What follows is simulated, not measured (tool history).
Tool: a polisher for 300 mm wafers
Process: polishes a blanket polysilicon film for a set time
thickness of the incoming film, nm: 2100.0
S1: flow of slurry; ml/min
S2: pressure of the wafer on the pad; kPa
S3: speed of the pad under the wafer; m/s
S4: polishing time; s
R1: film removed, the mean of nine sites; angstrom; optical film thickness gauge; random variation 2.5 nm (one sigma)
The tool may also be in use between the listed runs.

run 1 hour=0 | S1=295 S2=21.4 S3=1.06 S4=47 | R1=5243.3
run 2 hour=9 | S1=295 S2=24.8 S3=1.06 S4=47 | R1=6054.2
run 3 hour=17.4 | S1=295 S2=22.8 S3=1.06 S4=47 | R1=5600.3
run 4 hour=26.2 | S1=295 S2=24.8 S3=1.06 S4=47 | R1=6014.4
run 5 hour=29.9 | S1=295 S2=24.8 S3=1.06 S4=47 | R1=6049
run 6 hour=31.2 | S1=295 S2=28.3 S3=1.06 S4=47 | R1=6909.8
run 7 hour=38.5 | S1=295 S2=24.8 S3=1.06 S4=47 | R1=5988.7
run 8 hour=43.1 | S1=295 S2=22.1 S3=1.06 S4=47 | R1=5356.2

Run 9 comes next. What will it give?
run 9 hour=48.1 | S1=295 S2=20 S3=1.06 S4=47 | R1=?

{"run 9": {"R1": 4924.6}}
